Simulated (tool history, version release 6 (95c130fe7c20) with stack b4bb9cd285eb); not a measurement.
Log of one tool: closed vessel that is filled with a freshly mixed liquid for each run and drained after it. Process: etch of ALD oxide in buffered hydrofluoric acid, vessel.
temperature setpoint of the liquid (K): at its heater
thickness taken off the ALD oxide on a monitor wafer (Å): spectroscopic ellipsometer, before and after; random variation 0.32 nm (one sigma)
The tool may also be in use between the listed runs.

run  hour  temperature setpoint of the liquid (K)  parts of 40 % ammonium fluoride to one part of 49 % hydrofluoric acid (parts by volume)  time in the liquid (s)  thickness taken off the ALD oxide on a monitor wafer (Å)
  1     0                                  295.15                                                                                     20.5                      90                                                    869.03
  2   8.2                                  295.15                                                                                     23.5                      90                                                    797.95
  3  13.2                                  295.15                                                                                     23.5                      95                                                    837.83
  4  14.6                                  294.65                                                                                       24                      95                                                    802.27
  5  15.8                                  292.15                                                                                       24                      95                                                     702.1
  6  21.7                                  295.15                                                                                       24                      95                                                    826.27
  7  25.2                                  291.15                                                                                       30                      95                                                    557.97
  8  29.2                                  290.65                                                                                       30                      95                                                    552.11
     32.3  -- thermometer replaced
  9  32.3                                  290.15                                                                                       30                      95                                                    473.58
 10  36.3                                  290.15                                                                                       30                      95                                                    469.39
 11  43.7                                  290.65                                                                                       30                      95                                                     487.7

Run 12 comes next. What will it give?
 12  46.1                                  291.15                                                                                       30                      95                                                         ?

{"run 12": {"thickness taken off the ALD oxide on a monitor wafer (Å)": 500.79}}
